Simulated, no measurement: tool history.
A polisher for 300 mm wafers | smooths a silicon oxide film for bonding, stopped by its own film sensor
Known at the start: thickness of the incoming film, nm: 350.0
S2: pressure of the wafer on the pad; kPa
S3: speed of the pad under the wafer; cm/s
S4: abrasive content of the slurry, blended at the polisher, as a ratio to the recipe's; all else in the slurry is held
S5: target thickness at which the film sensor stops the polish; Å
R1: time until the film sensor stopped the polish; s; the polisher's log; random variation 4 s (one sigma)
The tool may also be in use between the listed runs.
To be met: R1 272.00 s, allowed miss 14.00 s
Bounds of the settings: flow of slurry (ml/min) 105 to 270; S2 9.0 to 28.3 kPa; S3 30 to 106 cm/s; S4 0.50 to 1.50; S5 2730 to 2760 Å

{"run": 1, "hour": 0.0, "flow of slurry (ml/min)": 175, "S2": 18.6, "S3": 68, "S4": 1.0, "S5": 2760, "R1": 118.75}
{"run": 2, "hour": 5.1, "flow of slurry (ml/min)": 175, "S2": 15.9, "S3": 60, "S4": 1.0, "S5": 2760, "R1": 148.89}
{"run": 3, "hour": 13.8, "flow of slurry (ml/min)": 210, "S2": 15.9, "S3": 60, "S4": 1.0, "S5": 2760, "R1": 144.94}
{"run": 4, "hour": 22.3, "flow of slurry (ml/min)": 210, "S2": 15.9, "S3": 48, "S4": 1.0, "S5": 2760, "R1": 171.53}
{"run": 5, "hour": 26.4, "flow of slurry (ml/min)": 210, "S2": 15.9, "S3": 48, "S4": 0.9, "S5": 2760, "R1": 184.99}
{"run": 6, "hour": 30.0, "flow of slurry (ml/min)": 210, "S2": 20.0, "S3": 48, "S4": 0.9, "S5": 2760, "R1": 146.35}
{"run": 7, "hour": 31.7, "flow of slurry (ml/min)": 210, "S2": 17.2, "S3": 46, "S4": 0.9, "S5": 2760, "R1": 178.32}
{"run": 8, "hour": 33.8, "flow of slurry (ml/min)": 210, "S2": 15.2, "S3": 46, "S4": 0.9, "S5": 2760, "R1": 202.62}
{"run": 9, "hour": 37.0, "flow of slurry (ml/min)": 210, "S2": 13.8, "S3": 46, "S4": 0.9, "S5": 2760, "R1": 218.31}
{"run": 10, "hour": 41.6, "flow of slurry (ml/min)": 210, "S2": 13.1, "S3": 46, "S4": 0.9, "S5": 2760, "R1": 228.37}
{"run": 11, "hour": 44.2, "flow of slurry (ml/min)": 210, "S2": 12.4, "S3": 46, "S4": 0.9, "S5": 2760, "R1": 242.4}

Which of these 5 next moves meets every target?
{"run": "A", "hour": 46.8, "flow of slurry (ml/min)": 210, "S2": 13.1, "S3": 48, "S4": 0.9, "S5": 2750, "R1": "?"}
{"run": "B", "hour": 46.8, "flow of slurry (ml/min)": 205, "S2": 12.4, "S3": 42, "S4": 0.85, "S5": 2730, "R1": "?"}
{"run": "C", "hour": 46.8, "flow of slurry (ml/min)": 180, "S2": 15.2, "S3": 34, "S4": 1.05, "S5": 2760, "R1": "?"}
{"run": "D", "hour": 46.8, "flow of slurry (ml/min)": 220, "S2": 11.7, "S3": 50, "S4": 1.05, "S5": 2760, "R1": "?"}
{"run": "E", "hour": 46.8, "flow of slurry (ml/min)": 195, "S2": 12.4, "S3": 50, "S4": 0.9, "S5": 2750, "R1": "?"}

move=A R1=223.05
move=B R1=274.36
move=C R1=227.22
move=D R1=218.00
move=E R1=230.01
A: further off than the last run
B: meets every target
C: further off than the last run
D: further off than the last run
E: further off than the last run
Move B is the one to make.
